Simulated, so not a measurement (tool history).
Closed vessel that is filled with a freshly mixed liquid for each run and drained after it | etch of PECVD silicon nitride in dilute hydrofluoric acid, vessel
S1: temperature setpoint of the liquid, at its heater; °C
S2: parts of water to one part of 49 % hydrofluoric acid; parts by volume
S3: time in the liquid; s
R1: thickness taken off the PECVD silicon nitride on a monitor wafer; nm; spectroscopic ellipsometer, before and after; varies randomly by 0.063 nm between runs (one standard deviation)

| run | hour | S1 | S2 | S3 | R1 |
|---|---|---|---|---|---|
| 1 | 0 | 24 | 250 | 2940 | 15.973 |
| 2 | 5.1 | 24 | 165 | 2940 | 24.161 |
| 3 | 9.5 | 27 | 165 | 2940 | 29.334 |
| 4 | 16.5 | 24.5 | 190 | 2940 | 21.74 |
| 5 | 21.1 | 22.5 | 205 | 2940 | 17.696 |
| 6 | 23.5 | 21 | 215 | 2940 | 15.459 |

Run 7 has not been measured yet. What should we expect?
| 7 | 30.5 | 17 | 270 | 2940 | ? |

{"run 7": {"R1": 9.351}}

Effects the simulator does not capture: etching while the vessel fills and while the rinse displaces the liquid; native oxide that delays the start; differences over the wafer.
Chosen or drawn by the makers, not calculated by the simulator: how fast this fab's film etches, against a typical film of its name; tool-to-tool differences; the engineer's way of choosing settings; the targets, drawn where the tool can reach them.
